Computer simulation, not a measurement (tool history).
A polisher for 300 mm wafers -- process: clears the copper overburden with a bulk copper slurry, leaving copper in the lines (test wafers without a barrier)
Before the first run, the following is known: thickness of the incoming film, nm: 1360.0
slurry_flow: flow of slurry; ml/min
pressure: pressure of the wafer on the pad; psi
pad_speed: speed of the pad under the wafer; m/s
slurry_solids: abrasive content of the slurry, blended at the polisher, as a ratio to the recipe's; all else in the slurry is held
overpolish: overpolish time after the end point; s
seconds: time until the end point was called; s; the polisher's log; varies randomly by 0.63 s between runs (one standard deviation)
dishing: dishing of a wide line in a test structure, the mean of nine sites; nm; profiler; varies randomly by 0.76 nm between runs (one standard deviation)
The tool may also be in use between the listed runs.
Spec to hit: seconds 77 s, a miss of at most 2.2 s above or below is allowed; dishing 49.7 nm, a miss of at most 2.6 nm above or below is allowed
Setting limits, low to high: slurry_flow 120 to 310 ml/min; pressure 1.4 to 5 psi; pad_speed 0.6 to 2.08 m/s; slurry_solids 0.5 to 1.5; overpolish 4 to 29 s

run  hour  slurry_flow  pressure  pad_speed  slurry_solids  overpolish  seconds  dishing
  1     0          200       3.2       1.34              1          15   94.941   60.084
  2   2.8          200       3.9       1.34              1          15   78.454   62.941
  3   4.4          200       3.9        1.2              1          15   87.823   60.744
  4  10.2          225       3.9        1.2              1          15   84.296    61.33
  5  16.7          225       3.9        1.2              1           9   86.288   53.343
  6  21.8          225       3.4        1.2              1           9   98.141   48.963
     26.7  -- head pressure recalibrated
  7  26.7          235       3.5        1.2              1           9   85.717   55.217
  8  35.6          235       3.6        1.2           1.05           8   83.445   53.319
  9  41.4          240       3.6        1.2           1.05           7   83.854    51.65
 10  47.2          245       3.6        1.2           1.05           6   82.881   46.644
 11  48.7          250       3.6        1.2           1.05           6   82.752   46.023
 12    55          255       3.9        1.2           1.05          12   76.383   60.325
 13  58.4          250       3.9        1.2           1.05          11   75.851   60.834
 14  63.3          250       3.9        1.2           1.05          10   76.667   58.895
 15  65.4          250       3.9        1.2           1.05           9   76.285   59.156
 16  74.1          245       3.9       1.22           1.05           8    75.56   55.006
 17  74.6          245       3.9       1.22           1.05           7   76.074   52.093

Consider the 5 candidate settings below. Which is the only one whose results all fall within their allowed miss of target?
  A  75.1          265       3.9        1.3           0.95           7        ?        ?
  B  75.1          280       4.1       1.12            1.4           8        ?        ?
  C  75.1          265       4.1       1.16           0.95           6        ?        ?
  D  75.1          220       3.9        1.3              1           7        ?        ?
  E  75.1          265       4.2       1.16            1.1           7        ?        ?

move  seconds  dishing
   A   71.691   53.456
   B   71.635   56.446
   C   76.232   48.915
   D   72.419   53.245
   E   71.973   53.792
A: its largest miss is bigger than the last run's
B: its largest miss is bigger than the last run's
C: each result inside its tolerance
D: its largest miss is bigger than the last run's
E: its largest miss is bigger than the last run's
Answer: C

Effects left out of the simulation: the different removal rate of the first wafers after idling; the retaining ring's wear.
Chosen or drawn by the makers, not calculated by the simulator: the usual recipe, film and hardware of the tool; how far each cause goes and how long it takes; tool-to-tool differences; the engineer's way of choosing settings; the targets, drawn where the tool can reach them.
